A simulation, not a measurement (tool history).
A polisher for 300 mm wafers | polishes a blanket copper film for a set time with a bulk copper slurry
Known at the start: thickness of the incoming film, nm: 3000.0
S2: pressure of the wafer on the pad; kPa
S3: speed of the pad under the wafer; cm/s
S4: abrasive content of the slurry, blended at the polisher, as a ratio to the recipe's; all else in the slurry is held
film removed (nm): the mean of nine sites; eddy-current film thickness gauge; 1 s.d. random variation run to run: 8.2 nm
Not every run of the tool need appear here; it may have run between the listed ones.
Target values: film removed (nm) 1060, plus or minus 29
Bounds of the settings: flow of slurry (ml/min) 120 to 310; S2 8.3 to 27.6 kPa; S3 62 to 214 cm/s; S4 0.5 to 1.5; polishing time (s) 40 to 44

{"run": 1, "hour": 0.0, "flow of slurry (ml/min)": 200, "S2": 17.9, "S3": 138, "S4": 1, "polishing time (s)": 44, "film removed (nm)": 605.66}
{"run": 2, "hour": 8.1, "flow of slurry (ml/min)": 200, "S2": 17.9, "S3": 160, "S4": 1, "polishing time (s)": 44, "film removed (nm)": 672.57}
{"run": 3, "hour": 13.8, "flow of slurry (ml/min)": 200, "S2": 21.4, "S3": 160, "S4": 1, "polishing time (s)": 44, "film removed (nm)": 802.36}
{"run": 4, "hour": 15.8, "flow of slurry (ml/min)": 205, "S2": 22.1, "S3": 160, "S4": 1, "polishing time (s)": 44, "film removed (nm)": 829.17}
{"run": 5, "hour": 19.4, "flow of slurry (ml/min)": 205, "S2": 22.1, "S3": 160, "S4": 1, "polishing time (s)": 44, "film removed (nm)": 848.79}
{"run": 6, "hour": 22.2, "flow of slurry (ml/min)": 205, "S2": 22.1, "S3": 134, "S4": 1, "polishing time (s)": 44, "film removed (nm)": 723.74}
{"run": 7, "hour": 25.7, "flow of slurry (ml/min)": 210, "S2": 22.8, "S3": 136, "S4": 1, "polishing time (s)": 44, "film removed (nm)": 747.99}
{"run": 8, "hour": 29.4, "flow of slurry (ml/min)": 210, "S2": 23.4, "S3": 138, "S4": 1, "polishing time (s)": 44, "film removed (nm)": 782.36}
{"run": 9, "hour": 32.3, "flow of slurry (ml/min)": 210, "S2": 24.1, "S3": 140, "S4": 1, "polishing time (s)": 44, "film removed (nm)": 811.33}
{"run": 10, "hour": 36.7, "flow of slurry (ml/min)": 210, "S2": 24.8, "S3": 142, "S4": 1, "polishing time (s)": 44, "film removed (nm)": 855.59}
{"run": 11, "hour": 42.5, "flow of slurry (ml/min)": 210, "S2": 25.5, "S3": 144, "S4": 1, "polishing time (s)": 44, "film removed (nm)": 878.85}

Exercise: of the 4 proposed moves below, exactly one satisfies all targets within the stated allowed misses. Which move is it?
{"run": "A", "hour": 48.3, "flow of slurry (ml/min)": 230, "S2": 27.6, "S3": 168, "S4": 0.9, "polishing time (s)": 43, "film removed (nm)": "?"}
{"run": "B", "hour": 48.3, "flow of slurry (ml/min)": 220, "S2": 25.5, "S3": 180, "S4": 0.95, "polishing time (s)": 40, "film removed (nm)": "?"}
{"run": "C", "hour": 48.3, "flow of slurry (ml/min)": 180, "S2": 27.6, "S3": 168, "S4": 1.3, "polishing time (s)": 40, "film removed (nm)": "?"}
{"run": "D", "hour": 48.3, "flow of slurry (ml/min)": 235, "S2": 27.6, "S3": 144, "S4": 1.2, "polishing time (s)": 44, "film removed (nm)": "?"}

move=A film_removed_(nm)=1043.7
move=B film_removed_(nm)=956.76
move=C film_removed_(nm)=996.51
move=D film_removed_(nm)=985.85
A: all results land within tolerance of their targets
B: nearer than the last run, and not there yet
C: nearer than the last run, and not there yet
D: nearer than the last run, and not there yet
The move that meets every target is A.
